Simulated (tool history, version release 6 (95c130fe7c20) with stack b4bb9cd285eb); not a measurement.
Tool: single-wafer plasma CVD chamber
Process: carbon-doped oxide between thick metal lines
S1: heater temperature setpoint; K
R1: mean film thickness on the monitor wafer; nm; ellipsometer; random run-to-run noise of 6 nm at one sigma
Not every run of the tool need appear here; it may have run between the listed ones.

run 1 hour=0 | S1=613.15 chamber_pressure_(Torr)=5.59 RF_power_(kW)=0.5 deposition_time_(s)=302 | R1=1541.5
run 2 hour=1.8 | S1=616.15 chamber_pressure_(Torr)=5.26 RF_power_(kW)=0.475 deposition_time_(s)=302 | R1=1454.5
run 3 hour=2.6 | S1=619.15 chamber_pressure_(Torr)=4.92 RF_power_(kW)=0.465 deposition_time_(s)=302 | R1=1403.7
run 4 hour=7.4 | S1=619.15 chamber_pressure_(Torr)=5.7 RF_power_(kW)=0.465 deposition_time_(s)=302 | R1=1423.9
run 5 hour=11.2 | S1=609.15 chamber_pressure_(Torr)=5.7 RF_power_(kW)=0.465 deposition_time_(s)=302 | R1=1478.6
run 6 hour=19.1 | S1=609.15 chamber_pressure_(Torr)=4.87 RF_power_(kW)=0.465 deposition_time_(s)=302 | R1=1435.5

Run 7 comes next. What will it give?
run 7 hour=19.7 | S1=621.15 chamber_pressure_(Torr)=3.75 RF_power_(kW)=0.415 deposition_time_(s)=302 | R1=?

Run 7 gave R1 1194.5 nm.
